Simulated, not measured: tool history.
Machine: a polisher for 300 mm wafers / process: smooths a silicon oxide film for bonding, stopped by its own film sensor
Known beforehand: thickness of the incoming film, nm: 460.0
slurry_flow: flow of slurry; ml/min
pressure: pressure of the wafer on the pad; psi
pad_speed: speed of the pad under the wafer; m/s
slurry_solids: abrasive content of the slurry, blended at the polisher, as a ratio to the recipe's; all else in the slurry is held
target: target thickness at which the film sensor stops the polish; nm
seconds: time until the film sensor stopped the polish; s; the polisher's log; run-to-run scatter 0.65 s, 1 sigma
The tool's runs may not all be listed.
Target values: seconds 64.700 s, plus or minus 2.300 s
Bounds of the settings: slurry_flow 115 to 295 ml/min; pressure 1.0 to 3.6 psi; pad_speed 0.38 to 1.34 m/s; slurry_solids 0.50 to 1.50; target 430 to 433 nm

run 1 hour=0.0 | slurry_flow=190 pressure=2.3 pad_speed=0.86 slurry_solids=1.00 target=430 | seconds=36.253
run 2 hour=3.0 | slurry_flow=190 pressure=2.3 pad_speed=0.86 slurry_solids=1.00 target=430 | seconds=36.317
run 3 hour=9.6 | slurry_flow=190 pressure=2.0 pad_speed=0.86 slurry_solids=1.00 target=430 | seconds=41.683
run 4 hour=15.1 | slurry_flow=190 pressure=2.0 pad_speed=1.06 slurry_solids=1.00 target=430 | seconds=35.489
run 5 hour=22.9 | slurry_flow=190 pressure=1.8 pad_speed=1.02 slurry_solids=1.00 target=430 | seconds=40.086
run 6 hour=31.9 | slurry_flow=190 pressure=1.8 pad_speed=1.02 slurry_solids=1.00 target=433 | seconds=36.442
run 7 hour=37.5 | slurry_flow=190 pressure=1.6 pad_speed=0.96 slurry_solids=1.00 target=433 | seconds=42.418
run 8 hour=43.8 | slurry_flow=190 pressure=1.5 pad_speed=0.92 slurry_solids=1.00 target=433 | seconds=46.835
run 9 hour=46.7 | slurry_flow=190 pressure=1.5 pad_speed=0.92 slurry_solids=1.00 target=433 | seconds=46.482
run 10 hour=54.2 | slurry_flow=190 pressure=1.4 pad_speed=0.90 slurry_solids=1.00 target=433 | seconds=50.994
run 11 hour=59.5 | slurry_flow=190 pressure=1.3 pad_speed=0.90 slurry_solids=1.00 target=433 | seconds=53.852
run 12 hour=67.9 | slurry_flow=180 pressure=1.0 pad_speed=0.86 slurry_solids=1.00 target=433 | seconds=72.110
run 13 hour=70.1 | slurry_flow=185 pressure=1.0 pad_speed=0.86 slurry_solids=1.00 target=433 | seconds=74.063
run 14 hour=72.0 | slurry_flow=195 pressure=1.0 pad_speed=0.86 slurry_solids=1.00 target=433 | seconds=70.612
run 15 hour=79.6 | slurry_flow=195 pressure=1.0 pad_speed=0.86 slurry_solids=1.00 target=433 | seconds=72.293

Which of these 5 next moves meets every target?
run A hour=87.2 | slurry_flow=190 pressure=1.1 pad_speed=0.86 slurry_solids=1.05 target=431 | seconds=?
run B hour=87.2 | slurry_flow=200 pressure=1.1 pad_speed=0.80 slurry_solids=0.90 target=430 | seconds=?
run C hour=87.2 | slurry_flow=175 pressure=1.3 pad_speed=0.70 slurry_solids=1.05 target=433 | seconds=?
run D hour=87.2 | slurry_flow=150 pressure=1.2 pad_speed=0.68 slurry_solids=0.85 target=433 | seconds=?
run E hour=87.2 | slurry_flow=180 pressure=1.0 pad_speed=0.86 slurry_solids=1.25 target=430 | seconds=?

move=A seconds=69.226
move=B seconds=84.011
move=C seconds=65.762
move=D seconds=87.297
move=E seconds=71.443
A: closer than the last run, but not yet in spec
B: the biggest miss grows against the last run
C: meets every target
D: the biggest miss grows against the last run
E: closer than the last run, but not yet in spec
The move that meets every target is C.
